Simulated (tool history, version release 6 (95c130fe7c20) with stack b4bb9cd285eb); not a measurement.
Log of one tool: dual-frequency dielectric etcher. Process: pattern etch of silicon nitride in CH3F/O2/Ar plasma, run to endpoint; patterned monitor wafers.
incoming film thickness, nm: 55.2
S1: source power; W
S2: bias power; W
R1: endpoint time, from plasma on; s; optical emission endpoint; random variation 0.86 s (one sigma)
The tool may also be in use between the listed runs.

run  hour   S1  S2       R1
  1   0.0  280  55  107.380
  2   7.0  320  55  100.930
  3   9.9  370  55   94.089
  4  10.9  320  52  102.960
  5  11.5  280  50  108.560
  6  12.8  250  48  116.350
  7  15.5  240  47  120.260

The next listed run, before its measurement:
  8  17.6  230  47   ?

R1: 121.060 s
